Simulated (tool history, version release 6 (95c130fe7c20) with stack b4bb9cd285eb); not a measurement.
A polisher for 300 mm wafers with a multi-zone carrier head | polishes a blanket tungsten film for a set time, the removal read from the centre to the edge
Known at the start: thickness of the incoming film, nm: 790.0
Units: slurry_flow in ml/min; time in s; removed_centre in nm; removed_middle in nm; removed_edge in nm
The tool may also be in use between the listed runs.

| run | hour | slurry_flow | centre_zone | middle_zone | edge_zone | slurry_solids | time | removed_centre | removed_middle | removed_edge |
|---|---|---|---|---|---|---|---|---|---|---|
| 1 | 0.0 | 250 | 1.00 | 1.00 | 1.00 | 1.00 | 76 | 292.05 | 310.37 | 300.07 |
| 2 | 4.5 | 265 | 1.04 | 1.03 | 1.04 | 1.10 | 77 | 327.00 | 328.17 | 320.48 |
| 3 | 7.8 | 280 | 1.05 | 1.07 | 1.08 | 1.15 | 77 | 333.45 | 354.49 | 329.30 |
| 4 | 14.8 | 280 | 1.05 | 1.07 | 1.08 | 1.15 | 59 | 253.28 | 267.96 | 247.97 |
| 5 | 16.4 | 280 | 1.05 | 1.10 | 1.08 | 1.15 | 59 | 251.83 | 274.38 | 250.06 |
| 6 | 22.4 | 280 | 1.05 | 1.10 | 1.08 | 1.30 | 59 | 257.27 | 286.74 | 258.26 |
| 7 | 23.3 | 315 | 1.15 | 1.07 | 1.18 | 1.50 | 81 | 407.36 | 394.83 | 390.15 |
| 8 | 26.1 | 305 | 1.14 | 1.07 | 1.16 | 1.45 | 81 | 398.30 | 394.20 | 388.97 |

Run 9 comes next. What will it give?
| 9 | 30.0 | 315 | 1.16 | 1.08 | 1.09 | 1.25 | 79 | ? | ? | ? |

{"run 9": {"removed_centre": 382.43, "removed_middle": 370.21, "removed_edge": 349.83}}

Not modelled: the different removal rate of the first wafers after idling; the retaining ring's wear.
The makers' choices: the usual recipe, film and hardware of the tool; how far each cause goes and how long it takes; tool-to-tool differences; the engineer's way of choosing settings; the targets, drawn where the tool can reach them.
